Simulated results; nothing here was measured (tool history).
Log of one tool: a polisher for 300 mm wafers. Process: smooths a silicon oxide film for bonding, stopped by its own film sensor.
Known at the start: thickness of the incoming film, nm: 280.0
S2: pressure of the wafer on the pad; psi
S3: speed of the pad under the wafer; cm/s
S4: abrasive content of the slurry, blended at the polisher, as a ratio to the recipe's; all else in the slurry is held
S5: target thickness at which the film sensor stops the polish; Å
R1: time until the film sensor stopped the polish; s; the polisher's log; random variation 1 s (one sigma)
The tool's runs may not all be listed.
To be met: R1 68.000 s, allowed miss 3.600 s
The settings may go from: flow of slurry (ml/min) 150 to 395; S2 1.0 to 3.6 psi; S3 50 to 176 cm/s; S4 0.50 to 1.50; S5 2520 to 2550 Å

Run 1, hour 0.0: flow of slurry (ml/min) 250, S2 2.3 psi, S3 112 cm/s, S4 1.00, S5 2520 Å. Result: R1 36.205 s.
Run 2, hour 5.4: flow of slurry (ml/min) 250, S2 2.3 psi, S3 112 cm/s, S4 1.15, S5 2520 Å. Result: R1 34.286 s.
Run 3, hour 11.0: flow of slurry (ml/min) 250, S2 2.1 psi, S3 108 cm/s, S4 1.15, S5 2520 Å. Result: R1 38.551 s.
Run 4, hour 13.3: flow of slurry (ml/min) 250, S2 2.1 psi, S3 108 cm/s, S4 1.15, S5 2520 Å. Result: R1 38.887 s.
Run 5, hour 18.1: flow of slurry (ml/min) 250, S2 1.9 psi, S3 106 cm/s, S4 1.15, S5 2520 Å. Result: R1 44.237 s.
Run 6, hour 22.8: flow of slurry (ml/min) 225, S2 1.9 psi, S3 106 cm/s, S4 1.15, S5 2520 Å. Result: R1 43.190 s.
Run 7, hour 27.9: flow of slurry (ml/min) 225, S2 1.9 psi, S3 106 cm/s, S4 1.15, S5 2520 Å. Result: R1 43.983 s.
Run 8, hour 31.5: flow of slurry (ml/min) 225, S2 1.8 psi, S3 106 cm/s, S4 1.15, S5 2520 Å. Result: R1 46.275 s.
Run 9, hour 33.6: flow of slurry (ml/min) 225, S2 1.7 psi, S3 106 cm/s, S4 1.15, S5 2520 Å. Result: R1 49.688 s.
Run 10, hour 35.4: flow of slurry (ml/min) 225, S2 1.6 psi, S3 106 cm/s, S4 1.15, S5 2520 Å. Result: R1 50.297 s.
Run 11, hour 44.0: flow of slurry (ml/min) 225, S2 1.5 psi, S3 106 cm/s, S4 1.15, S5 2520 Å. Result: R1 57.373 s.
Run 12, hour 47.1: flow of slurry (ml/min) 225, S2 1.4 psi, S3 106 cm/s, S4 1.15, S5 2520 Å. Result: R1 60.126 s.
At hour 51.7: slurry nozzle cleaned.
Run 13, hour 51.7: flow of slurry (ml/min) 225, S2 1.3 psi, S3 106 cm/s, S4 1.15, S5 2520 Å. Result: R1 58.830 s.
Run 14, hour 57.5: flow of slurry (ml/min) 225, S2 1.0 psi, S3 96 cm/s, S4 1.15, S5 2520 Å. Result: R1 83.717 s.
Run 15, hour 58.2: flow of slurry (ml/min) 225, S2 1.1 psi, S3 96 cm/s, S4 1.15, S5 2520 Å. Result: R1 77.191 s.

Which of these 5 next moves meets every target?
Run A, hour 58.9: flow of slurry (ml/min) 240, S2 1.2 psi, S3 68 cm/s, S4 1.05, S5 2550 Å. Result: R1 ?.
Run B, hour 58.9: flow of slurry (ml/min) 205, S2 1.2 psi, S3 92 cm/s, S4 1.30, S5 2550 Å. Result: R1 ?.
Run C, hour 58.9: flow of slurry (ml/min) 235, S2 1.2 psi, S3 100 cm/s, S4 1.25, S5 2540 Å. Result: R1 ?.
Run D, hour 58.9: flow of slurry (ml/min) 275, S2 1.2 psi, S3 110 cm/s, S4 1.20, S5 2520 Å. Result: R1 ?.
Run E, hour 58.9: flow of slurry (ml/min) 220, S2 1.1 psi, S3 124 cm/s, S4 0.95, S5 2520 Å. Result: R1 ?.

move      R1
   A  79.765
   B  59.590
   C  58.370
   D  58.692
   E  65.989
A: further off than the last run
B: takes the result that was furthest off past its target
C: takes the result that was furthest off past its target
D: takes the result that was furthest off past its target
E: meets every target
Move E is the one to make.

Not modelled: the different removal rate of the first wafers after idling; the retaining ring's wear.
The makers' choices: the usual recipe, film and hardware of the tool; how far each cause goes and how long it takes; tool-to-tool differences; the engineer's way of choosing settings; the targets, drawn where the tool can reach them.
